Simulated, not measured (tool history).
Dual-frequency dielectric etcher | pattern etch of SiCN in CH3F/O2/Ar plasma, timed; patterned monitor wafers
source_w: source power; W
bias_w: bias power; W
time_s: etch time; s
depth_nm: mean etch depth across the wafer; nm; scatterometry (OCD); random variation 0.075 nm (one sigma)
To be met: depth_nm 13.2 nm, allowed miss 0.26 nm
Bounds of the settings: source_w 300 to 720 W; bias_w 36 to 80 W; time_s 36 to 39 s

run	hour	source_w	bias_w	time_s	depth_nm
1	0	510	58	39	14.732
2	8.5	480	57	39	14.176
3	9.8	450	57	39	13.941
4	18.3	430	57	39	13.685
5	25	520	57	39	14.793
6	32.9	490	56	39	14.386
7	37.3	470	55	39	13.912
8	41	460	55	39	13.996
9	41.6	440	54	39	13.55

4 next moves are on the table. One of them brings every result within its allowed miss. Which?
A	42.2	300	65	38	?
B	42.2	490	57	37.5	?
C	42.2	420	59	37	?
D	42.2	450	48	38	?

move	depth_nm
A	12.698
B	13.873
C	13.193
D	12.514
A: takes the result that was furthest off past its target
B: further off than the last run
C: meets every target
D: takes the result that was furthest off past its target
Move C is the one to make.

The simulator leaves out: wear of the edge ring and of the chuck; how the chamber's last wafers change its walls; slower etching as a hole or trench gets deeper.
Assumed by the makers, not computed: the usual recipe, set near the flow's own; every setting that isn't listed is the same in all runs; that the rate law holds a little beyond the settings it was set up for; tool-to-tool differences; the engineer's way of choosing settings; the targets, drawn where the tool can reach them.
